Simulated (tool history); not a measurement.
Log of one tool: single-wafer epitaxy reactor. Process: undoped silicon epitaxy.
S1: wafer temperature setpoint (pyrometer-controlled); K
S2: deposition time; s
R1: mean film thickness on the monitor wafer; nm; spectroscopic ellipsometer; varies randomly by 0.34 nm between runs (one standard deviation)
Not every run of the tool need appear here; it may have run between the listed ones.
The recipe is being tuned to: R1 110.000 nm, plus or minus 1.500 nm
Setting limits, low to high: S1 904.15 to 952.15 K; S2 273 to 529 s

{"run": 1, "day": 0.0, "S1": 928.15, "S2": 401, "R1": 65.986}
{"run": 2, "day": 0.325, "S1": 928.15, "S2": 354, "R1": 58.255}
{"run": 3, "day": 0.508, "S1": 936.15, "S2": 370, "R1": 73.814}
{"run": 4, "day": 0.854, "S1": 944.15, "S2": 370, "R1": 89.147}
{"day": 1.038, "done": "pyrometer calibrated"}
{"run": 5, "day": 1.038, "S1": 947.15, "S2": 373, "R1": 102.5}
{"run": 6, "day": 1.258, "S1": 948.15, "S2": 373, "R1": 104.88}
{"run": 7, "day": 1.396, "S1": 949.15, "S2": 373, "R1": 106.97}
{"run": 8, "day": 1.675, "S1": 949.15, "S2": 373, "R1": 107.66}

Exactly one of the 5 candidate moves below puts every result within its allowed miss. Which one?
{"run": "A", "day": 1.954, "S1": 947.15, "S2": 385, "R1": "?"}
{"run": "B", "day": 1.954, "S1": 945.15, "S2": 417, "R1": "?"}
{"run": "C", "day": 1.954, "S1": 952.15, "S2": 335, "R1": "?"}
{"run": "D", "day": 1.954, "S1": 950.15, "S2": 360, "R1": "?"}
{"run": "E", "day": 1.954, "S1": 949.15, "S2": 391, "R1": "?"}

move=A R1=105.930
move=B R1=109.460
move=C R1=103.570
move=D R1=106.250
move=E R1=112.730
A: moves away from the targets compared with the last run
B: every result lands within tolerance
C: moves away from the targets compared with the last run
D: moves away from the targets compared with the last run
E: the result that was furthest off in the last run now lies on the other side of its target
B meets every target.
